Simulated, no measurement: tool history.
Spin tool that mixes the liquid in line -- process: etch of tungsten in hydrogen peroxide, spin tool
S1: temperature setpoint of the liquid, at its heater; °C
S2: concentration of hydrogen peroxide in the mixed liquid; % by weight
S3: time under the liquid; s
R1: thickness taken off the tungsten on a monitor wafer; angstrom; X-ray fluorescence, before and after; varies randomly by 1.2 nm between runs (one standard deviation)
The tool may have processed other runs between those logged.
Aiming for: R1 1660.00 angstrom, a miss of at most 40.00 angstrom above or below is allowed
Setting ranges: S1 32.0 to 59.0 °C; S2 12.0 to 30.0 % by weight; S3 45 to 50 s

run  hour    S1    S2  S3       R1
  1   0.0  43.0  21.0  45   801.76
  2   7.4  43.0  21.0  45   818.69
  3  12.1  43.0  16.5  45   716.83
  4  19.4  46.0  16.5  45   865.20
  5  21.1  46.0  12.5  45   750.62
  6  29.3  49.0  12.5  45   906.29
  7  34.1  51.5  12.5  45  1054.40
  8  37.1  53.5  12.5  45  1199.70
  9  43.1  55.0  12.5  45  1299.60

Below are 5 possible settings for the next run. Only one of them brings all results inside the allowed miss of their targets. Which is it?
  A  49.1  56.0  19.5  45   ?
  B  49.1  56.5  13.5  50   ?
  C  49.1  58.5  12.5  50   ?
  D  49.1  57.0  13.5  45   ?
  E  49.1  57.5  13.5  50   ?

move       R1
   A  1725.40
   B  1642.80
   C  1776.60
   D  1522.50
   E  1741.90
A: moves the result that the last run missed by most past its target, out the other side
B: all results in spec
C: moves the result that the last run missed by most past its target, out the other side
D: closes in on the targets versus the last run, not all within tolerance yet
E: moves the result that the last run missed by most past its target, out the other side
B meets every target.
